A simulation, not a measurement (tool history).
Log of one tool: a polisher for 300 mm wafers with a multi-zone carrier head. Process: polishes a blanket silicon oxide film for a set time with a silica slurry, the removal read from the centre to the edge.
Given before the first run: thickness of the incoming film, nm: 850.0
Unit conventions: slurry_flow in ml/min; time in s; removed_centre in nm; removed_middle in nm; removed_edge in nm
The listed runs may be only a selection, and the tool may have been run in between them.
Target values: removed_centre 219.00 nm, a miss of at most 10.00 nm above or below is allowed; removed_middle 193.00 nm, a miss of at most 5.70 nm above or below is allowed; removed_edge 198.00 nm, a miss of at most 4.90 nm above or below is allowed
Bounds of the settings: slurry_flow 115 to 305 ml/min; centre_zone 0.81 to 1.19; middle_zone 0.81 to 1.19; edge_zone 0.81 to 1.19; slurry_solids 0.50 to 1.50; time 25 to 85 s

{"run": 1, "hour": 0.0, "slurry_flow": 195, "centre_zone": 1.0, "middle_zone": 1.0, "edge_zone": 1.0, "slurry_solids": 1.0, "time": 55, "removed_centre": 162.79, "removed_middle": 159.63, "removed_edge": 165.88}
{"run": 2, "hour": 6.5, "slurry_flow": 195, "centre_zone": 1.0, "middle_zone": 1.0, "edge_zone": 1.0, "slurry_solids": 1.0, "time": 47, "removed_centre": 135.73, "removed_middle": 137.79, "removed_edge": 143.0}
{"run": 3, "hour": 10.1, "slurry_flow": 195, "centre_zone": 1.0, "middle_zone": 1.0, "edge_zone": 1.08, "slurry_solids": 1.0, "time": 47, "removed_centre": 138.8, "removed_middle": 137.92, "removed_edge": 147.19}
{"run": 4, "hour": 18.9, "slurry_flow": 195, "centre_zone": 1.0, "middle_zone": 0.93, "edge_zone": 1.08, "slurry_solids": 1.0, "time": 47, "removed_centre": 142.0, "removed_middle": 129.91, "removed_edge": 147.96}
{"run": 5, "hour": 20.8, "slurry_flow": 195, "centre_zone": 1.0, "middle_zone": 0.93, "edge_zone": 1.08, "slurry_solids": 1.0, "time": 58, "removed_centre": 175.25, "removed_middle": 157.76, "removed_edge": 179.93}
{"run": 6, "hour": 23.4, "slurry_flow": 195, "centre_zone": 1.0, "middle_zone": 0.93, "edge_zone": 1.08, "slurry_solids": 0.8, "time": 58, "removed_centre": 153.37, "removed_middle": 143.73, "removed_edge": 163.68}
{"run": 7, "hour": 29.1, "slurry_flow": 210, "centre_zone": 1.04, "middle_zone": 0.97, "edge_zone": 1.1, "slurry_solids": 0.9, "time": 58, "removed_centre": 171.95, "removed_middle": 158.72, "removed_edge": 175.16}
{"run": 8, "hour": 32.1, "slurry_flow": 225, "centre_zone": 1.08, "middle_zone": 1.0, "edge_zone": 1.12, "slurry_solids": 0.95, "time": 58, "removed_centre": 183.88, "removed_middle": 170.43, "removed_edge": 182.08}
{"run": 9, "hour": 35.2, "slurry_flow": 240, "centre_zone": 1.11, "middle_zone": 1.01, "edge_zone": 1.13, "slurry_solids": 0.95, "time": 58, "removed_centre": 193.16, "removed_middle": 168.93, "removed_edge": 183.68}

Next run, 5 choices. One meets every target within its allowed miss, the rest don't. Which?
{"run": "A", "hour": 38.3, "slurry_flow": 195, "centre_zone": 1.02, "middle_zone": 1.12, "edge_zone": 1.08, "slurry_solids": 1.05, "time": 62, "removed_centre": "?", "removed_middle": "?", "removed_edge": "?"}
{"run": "B", "hour": 38.3, "slurry_flow": 245, "centre_zone": 0.97, "middle_zone": 1.19, "edge_zone": 1.14, "slurry_solids": 1.05, "time": 59, "removed_centre": "?", "removed_middle": "?", "removed_edge": "?"}
{"run": "C", "hour": 38.3, "slurry_flow": 250, "centre_zone": 1.15, "middle_zone": 1.05, "edge_zone": 1.09, "slurry_solids": 1.0, "time": 62, "removed_centre": "?", "removed_middle": "?", "removed_edge": "?"}
{"run": "D", "hour": 38.3, "slurry_flow": 265, "centre_zone": 1.01, "middle_zone": 1.1, "edge_zone": 1.15, "slurry_solids": 0.95, "time": 64, "removed_centre": "?", "removed_middle": "?", "removed_edge": "?"}
{"run": "E", "hour": 38.3, "slurry_flow": 265, "centre_zone": 0.99, "middle_zone": 1.01, "edge_zone": 1.15, "slurry_solids": 1.0, "time": 63, "removed_centre": "?", "removed_middle": "?", "removed_edge": "?"}

move=A removed_centre=193.21 removed_middle=205.50 removed_edge=197.00
move=B removed_centre=180.62 removed_middle=212.18 removed_edge=196.72
move=C removed_centre=221.31 removed_middle=196.68 removed_edge=198.88
move=D removed_centre=197.79 removed_middle=208.36 removed_edge=207.50
move=E removed_centre=194.71 removed_middle=194.76 removed_edge=208.80
A: carries the result that was furthest off beyond its target, to the other side
B: carries the result that was furthest off beyond its target, to the other side
C: every result lands within tolerance
D: carries the result that was furthest off beyond its target, to the other side
E: brings the last run's worst result on target, with another outside its allowed miss
C meets every target.

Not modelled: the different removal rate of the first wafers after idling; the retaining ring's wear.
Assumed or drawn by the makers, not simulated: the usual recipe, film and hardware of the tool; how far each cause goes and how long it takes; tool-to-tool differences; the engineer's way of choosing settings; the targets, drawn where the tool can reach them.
